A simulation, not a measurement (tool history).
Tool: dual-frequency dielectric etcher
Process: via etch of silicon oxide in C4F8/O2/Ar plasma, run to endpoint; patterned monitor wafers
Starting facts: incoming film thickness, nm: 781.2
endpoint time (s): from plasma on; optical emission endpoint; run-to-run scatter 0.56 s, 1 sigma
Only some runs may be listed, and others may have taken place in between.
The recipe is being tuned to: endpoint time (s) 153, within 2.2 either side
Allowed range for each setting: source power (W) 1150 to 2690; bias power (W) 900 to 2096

run 1 hour=0 | source_power_(W)=1920 bias_power_(W)=1498 | endpoint_time_(s)=165.64
run 2 hour=1.9 | source_power_(W)=1920 bias_power_(W)=1261 | endpoint_time_(s)=169.52
run 3 hour=6.5 | source_power_(W)=1920 bias_power_(W)=1119 | endpoint_time_(s)=173.4
run 4 hour=12.2 | source_power_(W)=1920 bias_power_(W)=995 | endpoint_time_(s)=176.74
run 5 hour=19 | source_power_(W)=1920 bias_power_(W)=900 | endpoint_time_(s)=179.07
run 6 hour=27.3 | source_power_(W)=2070 bias_power_(W)=900 | endpoint_time_(s)=173.55
run 7 hour=34.9 | source_power_(W)=2150 bias_power_(W)=910 | endpoint_time_(s)=171.3
run 8 hour=41.4 | source_power_(W)=2230 bias_power_(W)=929 | endpoint_time_(s)=167.35

Pick the move, out of 4, that brings all results within their allowed miss; only one does.
run A hour=47.9 | source_power_(W)=2590 bias_power_(W)=1285 | endpoint_time_(s)=?
run B hour=47.9 | source_power_(W)=2640 bias_power_(W)=1220 | endpoint_time_(s)=?
run C hour=47.9 | source_power_(W)=2460 bias_power_(W)=961 | endpoint_time_(s)=?
run D hour=47.9 | source_power_(W)=2430 bias_power_(W)=1297 | endpoint_time_(s)=?

move=A endpoint_time_(s)=148.18
move=B endpoint_time_(s)=148.26
move=C endpoint_time_(s)=158.47
move=D endpoint_time_(s)=151.98
A: pushes the last run's worst result past its target
B: pushes the last run's worst result past its target
C: nearer than the last run, and not there yet
D: hits every target within its allowed miss
D meets every target.
